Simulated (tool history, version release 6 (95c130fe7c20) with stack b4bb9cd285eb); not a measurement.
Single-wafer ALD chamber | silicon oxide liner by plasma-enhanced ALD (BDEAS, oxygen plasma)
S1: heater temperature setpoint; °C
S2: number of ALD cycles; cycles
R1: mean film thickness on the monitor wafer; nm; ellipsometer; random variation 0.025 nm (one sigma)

Run 1, hour 0: S1 320 °C, S2 55 cycles. Result: R1 4.854 nm.
Run 2, hour 6.8: S1 320 °C, S2 62 cycles. Result: R1 5.4715 nm.
Run 3, hour 11.6: S1 320 °C, S2 58 cycles. Result: R1 5.1182 nm.
Run 4, hour 12.7: S1 320 °C, S2 63 cycles. Result: R1 5.5319 nm.
Run 5, hour 18.9: S1 320 °C, S2 64 cycles. Result: R1 5.662 nm.
Run 6, hour 26: S1 329 °C, S2 64 cycles. Result: R1 5.6121 nm.

Forecast run 7:
Run 7, hour 28.1: S1 329 °C, S2 64 cycles. Result: R1 ?.

R1: 5.5982 nm
